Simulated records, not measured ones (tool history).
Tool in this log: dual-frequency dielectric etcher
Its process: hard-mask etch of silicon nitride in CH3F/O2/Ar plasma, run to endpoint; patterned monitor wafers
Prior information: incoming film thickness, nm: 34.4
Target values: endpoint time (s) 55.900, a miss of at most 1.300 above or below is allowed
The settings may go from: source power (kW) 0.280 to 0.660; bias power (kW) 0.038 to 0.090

{"run": 1, "hour": 0.0, "source power (kW)": 0.47, "bias power (kW)": 0.064, "endpoint time (s)": 48.319}
{"run": 2, "hour": 8.7, "source power (kW)": 0.47, "bias power (kW)": 0.074, "endpoint time (s)": 46.458}
{"run": 3, "hour": 15.4, "source power (kW)": 0.47, "bias power (kW)": 0.067, "endpoint time (s)": 47.556}
{"run": 4, "hour": 17.6, "source power (kW)": 0.47, "bias power (kW)": 0.058, "endpoint time (s)": 49.744}
{"run": 5, "hour": 21.8, "source power (kW)": 0.45, "bias power (kW)": 0.057, "endpoint time (s)": 51.009}
{"run": 6, "hour": 23.9, "source power (kW)": 0.45, "bias power (kW)": 0.066, "endpoint time (s)": 48.579}
{"run": 7, "hour": 27.0, "source power (kW)": 0.43, "bias power (kW)": 0.064, "endpoint time (s)": 50.628}
{"run": 8, "hour": 31.5, "source power (kW)": 0.33, "bias power (kW)": 0.061, "endpoint time (s)": 57.94}

Below are 4 possible settings for the next run. Only one of them brings all results inside the allowed miss of their targets. Which is it?
{"run": "A", "hour": 36.0, "source power (kW)": 0.38, "bias power (kW)": 0.055, "endpoint time (s)": "?"}
{"run": "B", "hour": 36.0, "source power (kW)": 0.3, "bias power (kW)": 0.063, "endpoint time (s)": "?"}
{"run": "C", "hour": 36.0, "source power (kW)": 0.31, "bias power (kW)": 0.058, "endpoint time (s)": "?"}
{"run": "D", "hour": 36.0, "source power (kW)": 0.3, "bias power (kW)": 0.06, "endpoint time (s)": "?"}

move=A endpoint_time_(s)=56.694
move=B endpoint_time_(s)=61.665
move=C endpoint_time_(s)=62.044
move=D endpoint_time_(s)=62.535
A: all results land within tolerance of their targets
B: moves away from the targets compared with the last run
C: moves away from the targets compared with the last run
D: moves away from the targets compared with the last run
A is the move that brings every result within its allowed miss.

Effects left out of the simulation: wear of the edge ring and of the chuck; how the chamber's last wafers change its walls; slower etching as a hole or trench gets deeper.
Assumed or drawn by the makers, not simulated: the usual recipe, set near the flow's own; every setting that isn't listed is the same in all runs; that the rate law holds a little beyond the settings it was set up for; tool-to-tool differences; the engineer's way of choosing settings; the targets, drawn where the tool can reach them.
